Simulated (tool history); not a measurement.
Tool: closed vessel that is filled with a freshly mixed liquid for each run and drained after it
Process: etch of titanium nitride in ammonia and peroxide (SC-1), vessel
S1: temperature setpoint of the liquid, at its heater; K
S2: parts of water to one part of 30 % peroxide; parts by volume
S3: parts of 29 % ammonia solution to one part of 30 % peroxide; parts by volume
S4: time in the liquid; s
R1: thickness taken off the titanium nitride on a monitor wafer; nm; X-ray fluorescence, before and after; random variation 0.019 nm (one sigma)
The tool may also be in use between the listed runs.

{"run": 1, "hour": 0.0, "S1": 325.15, "S2": 7.5, "S3": 0.6, "S4": 50, "R1": 3.8421}
{"run": 2, "hour": 0.9, "S1": 325.15, "S2": 7.5, "S3": 0.75, "S4": 50, "R1": 3.9788}
{"run": 3, "hour": 4.7, "S1": 325.15, "S2": 7.5, "S3": 0.55, "S4": 50, "R1": 3.8132}
{"run": 4, "hour": 11.1, "S1": 324.15, "S2": 7.5, "S3": 0.55, "S4": 50, "R1": 3.5265}
{"run": 5, "hour": 18.6, "S1": 323.15, "S2": 7.5, "S3": 0.55, "S4": 50, "R1": 3.3246}
{"run": 6, "hour": 20.5, "S1": 322.65, "S2": 7.5, "S3": 0.55, "S4": 50, "R1": 3.2031}
{"run": 7, "hour": 21.5, "S1": 322.15, "S2": 7.5, "S3": 0.55, "S4": 50, "R1": 3.1209}

Forecast run 8:
{"run": 8, "hour": 28.3, "S1": 321.65, "S2": 7.5, "S3": 0.55, "S4": 50, "R1": "?"}

R1: 2.9535 nm
